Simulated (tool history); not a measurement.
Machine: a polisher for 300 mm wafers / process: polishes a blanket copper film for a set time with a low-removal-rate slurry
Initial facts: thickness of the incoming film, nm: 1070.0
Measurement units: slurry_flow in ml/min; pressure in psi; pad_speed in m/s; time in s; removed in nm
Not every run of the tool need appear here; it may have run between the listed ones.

run 1 day=0 | slurry_flow=195 pressure=3.3 pad_speed=1.14 slurry_solids=1 time=18 | removed=74.514
run 2 day=0.138 | slurry_flow=195 pressure=3.3 pad_speed=1.14 slurry_solids=1 time=18 | removed=73.763
run 3 day=0.321 | slurry_flow=190 pressure=3.1 pad_speed=1.14 slurry_solids=1 time=18 | removed=69.514
run 4 day=0.458 | slurry_flow=185 pressure=2.9 pad_speed=1.14 slurry_solids=1 time=18 | removed=66.156
run 5 day=0.808 | slurry_flow=185 pressure=2.9 pad_speed=1.14 slurry_solids=1.1 time=18 | removed=66.69
run 6 day=1.171 | slurry_flow=185 pressure=2.8 pad_speed=1.14 slurry_solids=1.1 time=18 | removed=64.408
run 7 day=1.208 | slurry_flow=185 pressure=2.7 pad_speed=1.14 slurry_solids=1.1 time=18 | removed=62.2
run 8 day=1.5 | slurry_flow=185 pressure=2.6 pad_speed=1.14 slurry_solids=1.1 time=18 | removed=60.036

The next listed run, before its measurement:
run 9 day=1.738 | slurry_flow=185 pressure=2.5 pad_speed=1.14 slurry_solids=1.1 time=18 | removed=?

removed: 56.749 nm
